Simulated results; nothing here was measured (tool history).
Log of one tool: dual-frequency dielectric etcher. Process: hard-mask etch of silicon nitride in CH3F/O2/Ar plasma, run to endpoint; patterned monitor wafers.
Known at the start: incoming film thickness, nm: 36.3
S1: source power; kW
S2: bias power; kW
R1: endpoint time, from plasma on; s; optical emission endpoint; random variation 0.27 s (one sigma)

run 1 day=0.000 | S1=0.460 S2=0.087 | R1=42.996
run 2 day=0.258 | S1=0.460 S2=0.071 | R1=45.590
run 3 day=0.600 | S1=0.460 S2=0.061 | R1=47.578
run 4 day=0.938 | S1=0.460 S2=0.052 | R1=50.083
run 5 day=1.008 | S1=0.520 S2=0.063 | R1=45.177
run 6 day=1.275 | S1=0.460 S2=0.063 | R1=47.655
run 7 day=1.442 | S1=0.520 S2=0.070 | R1=44.159

Run 8 comes next. What will it give?
run 8 day=1.546 | S1=0.560 S2=0.077 | R1=?

Run 8 gave R1 41.504 s.
